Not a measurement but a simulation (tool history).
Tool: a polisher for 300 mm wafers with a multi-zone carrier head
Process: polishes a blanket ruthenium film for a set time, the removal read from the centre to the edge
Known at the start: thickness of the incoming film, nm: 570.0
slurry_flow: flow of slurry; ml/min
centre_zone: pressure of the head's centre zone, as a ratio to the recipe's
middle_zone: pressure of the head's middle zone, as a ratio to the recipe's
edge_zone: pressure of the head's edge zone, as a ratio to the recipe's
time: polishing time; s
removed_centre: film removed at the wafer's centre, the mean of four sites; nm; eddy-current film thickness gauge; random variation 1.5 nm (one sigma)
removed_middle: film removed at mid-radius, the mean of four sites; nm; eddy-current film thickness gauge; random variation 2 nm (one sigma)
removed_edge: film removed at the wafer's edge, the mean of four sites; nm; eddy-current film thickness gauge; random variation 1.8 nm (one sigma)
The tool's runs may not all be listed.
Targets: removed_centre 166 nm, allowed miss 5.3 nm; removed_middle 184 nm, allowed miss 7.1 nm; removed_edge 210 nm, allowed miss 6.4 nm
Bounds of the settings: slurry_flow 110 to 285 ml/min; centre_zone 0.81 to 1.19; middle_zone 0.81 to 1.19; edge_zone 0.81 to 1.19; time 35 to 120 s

run,hour,slurry_flow,centre_zone,middle_zone,edge_zone,time,removed_centre,removed_middle,removed_edge
1,0,180,1,1,1,77,139.85,156.87,161.39
2,2.8,220,1,1,1,77,147.22,167.81,164.88
3,3.7,220,1,1.03,1,77,147.75,166.2,164.86
4,8.1,220,1,1.06,1,77,147.9,169.54,165.75
5,16.2,220,1,1.11,1,77,146.77,172.56,164.78
6,17.7,220,1,1.09,1.02,78,147.99,173.42,166.26
7,26.1,215,0.99,1.06,1.04,80,152.13,177.75,171.71
8,31.6,200,0.98,1.03,1.04,82,149.89,171.77,178.88
9,32.6,205,0.98,1.02,1.06,83,153.08,179.19,181.32
10,39.8,200,0.98,1,1.07,84,155.83,177.78,182.79
11,40.9,200,0.97,0.98,1.08,85,153.62,174.06,186.52
12,48.9,205,0.97,0.97,1.09,86,158.06,173.73,191.51
13,57.9,210,0.97,0.97,1.1,86,155.81,177.52,193.32
# hour 63.4: centre zone pressure recalibrated
14,63.4,215,0.97,0.96,1.11,86,176.68,178.59,195.08
15,71,210,0.97,0.96,1.12,87,176.36,177.95,194.7
16,73.9,205,0.97,0.96,1.12,88,177.2,181.93,197.06
17,76.2,200,0.96,0.96,1.12,89,178.73,183.85,198.66
18,82.5,200,0.94,0.95,1.12,89,172.3,175.19,197.62
19,83.3,190,0.94,0.96,1.13,90,176.37,176.55,203.82
20,86.4,195,0.86,1.01,1.17,90,162.3,190.56,209.33
21,87,190,0.86,0.99,1.18,90,157.32,183.98,207.23

4 next moves are on the table. One of them brings every result within its allowed miss. Which?
A,87.6,235,0.87,0.95,1.19,90,?,?,?
B,87.6,130,0.81,0.86,1.19,96,?,?,?
C,87.6,220,0.85,1.05,1.16,87,?,?,?
D,87.6,125,0.85,1.01,1.19,93,?,?,?

move,removed_centre,removed_middle,removed_edge
A,164.98,185.12,210.32
B,146.13,166.05,208.74
C,154.41,191.36,199.1
D,147.24,179.53,200.58
A: meets every target
B: further off than the last run
C: further off than the last run
D: further off than the last run
Move A is the one to make.
